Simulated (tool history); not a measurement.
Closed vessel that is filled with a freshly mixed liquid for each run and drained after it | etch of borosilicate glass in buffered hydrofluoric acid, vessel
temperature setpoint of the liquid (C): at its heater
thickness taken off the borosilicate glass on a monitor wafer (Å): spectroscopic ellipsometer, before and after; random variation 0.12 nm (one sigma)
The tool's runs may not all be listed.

run  hour  temperature setpoint of the liquid (C)  parts of 40 % ammonium fluoride to one part of 49 % hydrofluoric acid (parts by volume)  time in the liquid (s)  thickness taken off the borosilicate glass on a monitor wafer (Å)
  1   0.0                                    22.0                                                                                     16.0                      35                                                             261.05
  2   3.6                                    22.0                                                                                     16.0                      35                                                             262.14
  3   7.5                                    21.0                                                                                     17.0                      35                                                             233.33
  4   9.2                                    19.5                                                                                     17.0                      35                                                             217.39
  5  17.2                                    19.5                                                                                     13.0                      35                                                             284.77
  6  21.3                                    19.5                                                                                     17.0                      35                                                             214.59
  7  25.4                                    19.0                                                                                     18.0                      35                                                             198.11
  8  29.0                                    18.5                                                                                     18.5                      35                                                             189.35

Forecast run 9:
  9  36.3                                    18.0                                                                                     19.0                      35                                                                  ?

Run 9 gave thickness taken off the borosilicate glass on a monitor wafer (Å) 178.40.
